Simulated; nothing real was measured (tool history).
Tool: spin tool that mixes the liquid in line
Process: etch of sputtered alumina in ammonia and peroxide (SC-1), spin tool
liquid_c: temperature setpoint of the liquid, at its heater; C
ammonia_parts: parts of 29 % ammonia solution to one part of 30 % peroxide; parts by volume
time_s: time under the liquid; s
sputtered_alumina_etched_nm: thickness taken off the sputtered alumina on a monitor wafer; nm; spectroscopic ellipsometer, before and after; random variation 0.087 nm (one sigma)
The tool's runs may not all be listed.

run 1 hour=0.0 | liquid_c=53.0 ammonia_parts=0.7 time_s=110 | sputtered_alumina_etched_nm=8.8615
run 2 hour=5.4 | liquid_c=54.0 ammonia_parts=0.7 time_s=110 | sputtered_alumina_etched_nm=9.1011
run 3 hour=7.4 | liquid_c=54.0 ammonia_parts=0.8 time_s=110 | sputtered_alumina_etched_nm=9.4479
run 4 hour=12.5 | liquid_c=54.5 ammonia_parts=0.8 time_s=110 | sputtered_alumina_etched_nm=9.6465
run 5 hour=18.7 | liquid_c=48.0 ammonia_parts=0.8 time_s=110 | sputtered_alumina_etched_nm=6.7529
run 6 hour=20.6 | liquid_c=48.0 ammonia_parts=0.8 time_s=110 | sputtered_alumina_etched_nm=6.9047
run 7 hour=29.3 | liquid_c=56.0 ammonia_parts=0.8 time_s=110 | sputtered_alumina_etched_nm=10.4360

Forecast run 8:
run 8 hour=32.8 | liquid_c=56.0 ammonia_parts=0.8 time_s=110 | sputtered_alumina_etched_nm=?

Run 8 gave sputtered_alumina_etched_nm 10.5070 nm.
